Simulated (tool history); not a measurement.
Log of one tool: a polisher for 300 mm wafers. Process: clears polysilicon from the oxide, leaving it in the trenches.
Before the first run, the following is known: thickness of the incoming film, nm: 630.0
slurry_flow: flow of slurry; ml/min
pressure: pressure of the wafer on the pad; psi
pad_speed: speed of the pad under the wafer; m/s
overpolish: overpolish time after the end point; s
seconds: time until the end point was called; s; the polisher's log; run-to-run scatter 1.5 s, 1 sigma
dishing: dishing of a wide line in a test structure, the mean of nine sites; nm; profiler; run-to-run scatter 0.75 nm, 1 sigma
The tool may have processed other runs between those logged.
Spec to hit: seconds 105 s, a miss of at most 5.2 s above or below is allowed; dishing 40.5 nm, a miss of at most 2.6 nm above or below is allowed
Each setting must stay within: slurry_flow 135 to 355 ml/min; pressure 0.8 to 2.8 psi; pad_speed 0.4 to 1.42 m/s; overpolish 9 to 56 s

run,day,slurry_flow,pressure,pad_speed,overpolish,seconds,dishing
1,0,225,1.8,0.9,29,82.652,52.16
2,0.112,225,1.8,1.08,29,70.496,50.967
3,0.446,205,1.6,1.12,25,81.013,50.537
4,0.688,225,1.4,1.16,22,87.287,49.352
5,1.046,245,1.3,1.2,19,88.965,45.325
6,1.392,295,1.3,1.2,19,86.633,45.612
7,1.738,305,1.2,1.2,17,93.252,44.052
8,1.85,310,1.2,1.2,15,92.441,42.431
9,2.225,310,1.2,1.2,14,94.035,41.67

Exactly one of the 4 candidate moves below puts every result within its allowed miss. Which one?
A,2.6,285,1.1,1.14,15,?,?
B,2.6,285,1,1.08,29,?,?
C,2.6,350,1,1.12,24,?,?
D,2.6,310,0.9,1.14,26,?,?

move,seconds,dishing
A,106.06,40.631
B,119.69,48.654
C,114.45,46.898
D,124.72,46.819
A: every result lands within tolerance
B: pushes the last run's worst result past its target
C: pushes the last run's worst result past its target
D: pushes the last run's worst result past its target
The right move is A.

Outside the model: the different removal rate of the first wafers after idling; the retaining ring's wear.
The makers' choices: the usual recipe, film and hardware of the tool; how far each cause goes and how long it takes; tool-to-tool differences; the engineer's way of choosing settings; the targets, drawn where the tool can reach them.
